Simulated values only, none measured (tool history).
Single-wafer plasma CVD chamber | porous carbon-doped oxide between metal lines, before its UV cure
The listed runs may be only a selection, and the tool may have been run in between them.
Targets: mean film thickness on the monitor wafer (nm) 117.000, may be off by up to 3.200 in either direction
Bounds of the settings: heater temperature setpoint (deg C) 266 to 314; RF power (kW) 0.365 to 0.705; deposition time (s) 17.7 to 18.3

run  hour  heater temperature setpoint (deg C)  RF power (kW)  deposition time (s)  mean film thickness on the monitor wafer (nm)
  1   0.0                                  290          0.535                 17.7                                         98.928
  2   5.5                                  297          0.535                 17.7                                         94.748
  3   8.5                                  297          0.460                 17.7                                         83.350
  4  11.1                                  297          0.410                 17.7                                         75.539
  5  15.0                                  297          0.410                 18.3                                         78.200
  6  16.6                                  297          0.410                 17.7                                         75.682
     20.2  -- RF generator calibrated
  7  20.2                                  291          0.455                 17.8                                         92.167
  8  21.7                                  287          0.455                 17.8                                         94.648
  9  28.2                                  283          0.460                 17.8                                         97.833
 10  31.6                                  271          0.545                 18.1                                        121.500
 11  36.3                                  272          0.545                 18.1                                        121.570
 12  43.1                                  273          0.545                 18.1                                        121.400
 13  48.7                                  273          0.545                 18.1                                        120.690

5 next moves are on the table. One of them brings every result within its allowed miss. Which?
  A  54.3                                  293          0.660                 18.3                                              ?
  B  54.3                                  281          0.550                 17.7                                              ?
  C  54.3                                  268          0.480                 17.7                                              ?
  D  54.3                                  280          0.540                 17.7                                              ?
  E  54.3                                  272          0.540                 17.7                                              ?

move  mean film thickness on the monitor wafer (nm)
   A                                        122.190
   B                                        112.460
   C                                        111.260
   D                                        111.720
   E                                        118.000
A: misses by more than the last run did
B: the result that was furthest off in the last run now lies on the other side of its target
C: the result that was furthest off in the last run now lies on the other side of its target
D: the result that was furthest off in the last run now lies on the other side of its target
E: hits every target within its allowed miss
Answer: E
